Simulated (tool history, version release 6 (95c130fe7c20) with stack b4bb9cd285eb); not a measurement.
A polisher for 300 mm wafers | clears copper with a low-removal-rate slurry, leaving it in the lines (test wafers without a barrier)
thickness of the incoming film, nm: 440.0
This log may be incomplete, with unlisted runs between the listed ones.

| run | day | flow of slurry (ml/min) | pressure of the wafer on the pad (psi) | speed of the pad under the wafer (cm/s) | abrasive content of the slurry | overpolish time after the end point (s) | time until the end point was called (s) | dishing of a wide line in a test structure (angstrom) |
|---|---|---|---|---|---|---|---|---|
| 1 | 0.000 | 310 | 2.6 | 142 | 1.00 | 28 | 137.29 | 368.66 |
| 2 | 0.162 | 310 | 2.4 | 142 | 1.00 | 24 | 149.47 | 341.47 |
| 3 | 0.467 | 310 | 2.2 | 142 | 1.00 | 24 | 162.65 | 326.98 |
| 4 | 0.762 | 310 | 2.2 | 142 | 1.15 | 24 | 158.45 | 323.36 |
| 5 | 0.996 | 310 | 2.0 | 142 | 1.20 | 21 | 171.60 | 284.32 |
| 6 | 1.179 | 310 | 1.9 | 144 | 1.25 | 19 | 177.18 | 268.28 |
| 7 | 1.225 | 300 | 1.8 | 146 | 1.30 | 17 | 177.47 | 239.74 |
| 8 | 1.425 | 300 | 1.8 | 146 | 1.30 | 17 | 176.97 | 237.13 |
| 9 | 1.542 | 280 | 1.7 | 150 | 1.35 | 15 | 183.57 | 209.82 |
| 10 | 1.729 | 265 | 1.7 | 154 | 1.40 | 14 | 177.08 | 210.89 |

Run 11 is up next; what results do you expect?
| 11 | 1.967 | 250 | 1.6 | 158 | 1.40 | 13 | ? | ? |

Run 11 produced time until the end point was called (s) 186.33, dishing of a wide line in a test structure (angstrom) 190.11.

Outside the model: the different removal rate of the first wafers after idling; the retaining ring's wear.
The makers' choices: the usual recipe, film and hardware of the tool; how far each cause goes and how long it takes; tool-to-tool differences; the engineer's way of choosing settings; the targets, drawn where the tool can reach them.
